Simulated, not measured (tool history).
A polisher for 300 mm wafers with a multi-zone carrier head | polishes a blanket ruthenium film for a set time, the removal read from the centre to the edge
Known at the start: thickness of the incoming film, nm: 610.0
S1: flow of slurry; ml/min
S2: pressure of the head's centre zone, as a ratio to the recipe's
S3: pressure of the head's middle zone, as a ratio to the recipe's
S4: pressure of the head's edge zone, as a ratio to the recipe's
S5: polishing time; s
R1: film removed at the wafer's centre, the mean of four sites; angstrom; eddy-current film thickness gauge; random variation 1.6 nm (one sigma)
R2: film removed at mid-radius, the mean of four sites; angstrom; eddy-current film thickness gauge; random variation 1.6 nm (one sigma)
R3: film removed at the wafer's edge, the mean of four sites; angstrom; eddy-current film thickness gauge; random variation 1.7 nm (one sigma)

run  hour   S1    S2    S3    S4  S5      R1      R2      R3
  1   0.0  180  1.00  1.00  1.00  83  1289.4  1305.6  1286.5
  2   1.8  220  1.00  1.00  1.00  83  1327.8  1363.4  1318.1
  3   2.5  220  1.00  0.93  1.00  83  1330.7  1276.1  1313.1
  4   9.8  220  1.00  0.88  1.00  83  1364.6  1207.7  1279.1
  5  13.5  245  1.00  0.88  1.00  83  1355.1  1225.0  1333.8
  6  17.1  245  1.00  0.88  1.00  96  1562.7  1400.2  1508.0
  7  19.2  245  1.00  0.90  0.99  96  1584.4  1430.3  1507.3
  8  27.9  245  1.00  0.92  0.98  96  1557.4  1486.2  1518.5
  9  29.4  245  1.00  0.93  0.97  96  1587.0  1448.4  1487.6

Forecast run 10:
 10  34.8  245  1.00  0.95  0.97  96   ?   ?   ?

{"run 10": {"R1": 1602.5, "R2": 1535.5, "R3": 1505.5}}

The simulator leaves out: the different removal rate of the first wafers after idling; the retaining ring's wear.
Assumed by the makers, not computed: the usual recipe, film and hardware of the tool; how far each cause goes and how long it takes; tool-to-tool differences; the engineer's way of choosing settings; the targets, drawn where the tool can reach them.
